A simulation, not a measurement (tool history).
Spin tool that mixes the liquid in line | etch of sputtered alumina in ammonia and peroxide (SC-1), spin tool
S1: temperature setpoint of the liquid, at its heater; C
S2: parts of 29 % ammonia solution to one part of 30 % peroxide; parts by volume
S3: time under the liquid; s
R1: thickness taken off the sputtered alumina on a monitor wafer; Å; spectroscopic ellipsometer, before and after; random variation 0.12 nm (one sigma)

Run 1, hour 0: S1 47 C, S2 0.7 parts by volume, S3 325 s. Result: R1 140.11 Å.
Run 2, hour 5: S1 41.5 C, S2 0.7 parts by volume, S3 325 s. Result: R1 101.51 Å.
Run 3, hour 7.9: S1 44.5 C, S2 0.7 parts by volume, S3 325 s. Result: R1 121.48 Å.
Run 4, hour 8.8: S1 38 C, S2 0.7 parts by volume, S3 325 s. Result: R1 83.106 Å.
Run 5, hour 13.1: S1 38 C, S2 0.55 parts by volume, S3 325 s. Result: R1 81.438 Å.
Run 6, hour 13.7: S1 42 C, S2 0.55 parts by volume, S3 325 s. Result: R1 102.51 Å.

Run 7 comes next. What will it give?
Run 7, hour 20.5: S1 45 C, S2 0.55 parts by volume, S3 325 s. Result: R1 ?.

Run 7 gave R1 122.98 Å.
